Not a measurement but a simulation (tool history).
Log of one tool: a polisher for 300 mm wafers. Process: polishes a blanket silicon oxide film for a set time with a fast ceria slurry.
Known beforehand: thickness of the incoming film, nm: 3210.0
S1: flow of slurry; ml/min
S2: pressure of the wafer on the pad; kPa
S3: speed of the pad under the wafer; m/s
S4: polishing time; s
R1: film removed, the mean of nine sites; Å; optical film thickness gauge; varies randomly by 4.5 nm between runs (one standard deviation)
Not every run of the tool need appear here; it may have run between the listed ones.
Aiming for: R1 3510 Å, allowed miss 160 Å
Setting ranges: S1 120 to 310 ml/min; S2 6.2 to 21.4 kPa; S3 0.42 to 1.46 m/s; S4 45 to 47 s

| run | day | S1 | S2 | S3 | S4 | R1 |
|---|---|---|---|---|---|---|
| 1 | 0 | 200 | 13.8 | 0.94 | 45 | 5104 |
| 2 | 0.242 | 220 | 13.8 | 0.94 | 45 | 5280.7 |
| 3 | 0.346 | 210 | 12.4 | 0.94 | 45 | 4916.6 |
| 4 | 0.45 | 160 | 12.4 | 0.94 | 45 | 4653.4 |
| 5 | 0.496 | 160 | 12.4 | 0.8 | 45 | 4038.2 |
| 6 | 0.562 | 160 | 12.4 | 0.8 | 45 | 4030.5 |
| 7 | 0.871 | 160 | 11.7 | 0.8 | 45 | 3825.2 |
| 8 | 0.933 | 160 | 11 | 0.8 | 45 | 3792.8 |

Pick the move, out of 4, that brings all results within their allowed miss; only one does.
| A | 0.996 | 125 | 11.7 | 0.98 | 45 | ? |
| B | 0.996 | 225 | 9 | 0.82 | 45 | ? |
| C | 0.996 | 165 | 13.1 | 0.82 | 45 | ? |
| D | 0.996 | 125 | 11 | 0.96 | 45 | ? |

| move | R1 |
|---|---|
| A | 4490.5 |
| B | 3511.7 |
| C | 4191.5 |
| D | 4252.4 |
A: further off than the last run
B: each result inside its tolerance
C: further off than the last run
D: further off than the last run
B is the move that brings every result within its allowed miss.
